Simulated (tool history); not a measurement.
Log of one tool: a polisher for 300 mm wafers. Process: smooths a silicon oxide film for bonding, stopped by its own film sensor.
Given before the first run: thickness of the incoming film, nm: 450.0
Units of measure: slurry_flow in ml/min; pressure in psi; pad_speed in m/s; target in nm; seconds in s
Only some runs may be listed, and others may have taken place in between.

run  hour  slurry_flow  pressure  pad_speed  slurry_solids  target  seconds
  1     0          120       1.6       0.94              1     412   94.169
  2   7.5          120       1.6       0.94           0.85     412   98.775
  3  16.2          100       1.6       0.94           0.85     412    103.1
  4  17.8          100       1.9       0.94           0.85     412    83.53
  5  18.9          100       1.7       0.94           0.85     412   94.833
  6  27.7          100       1.6       0.94           0.85     412   103.37
  7  34.2          100       1.6       0.94           0.85     412      101
  8  40.4          100       1.5       0.94           0.85     412    106.4
  9  44.1          100       1.4       0.94           0.85     412   114.42

For run 10, what comes out?
 10  49.4          100       1.3       0.94           0.85     412        ?

{"run 10": {"seconds": 124.43}}
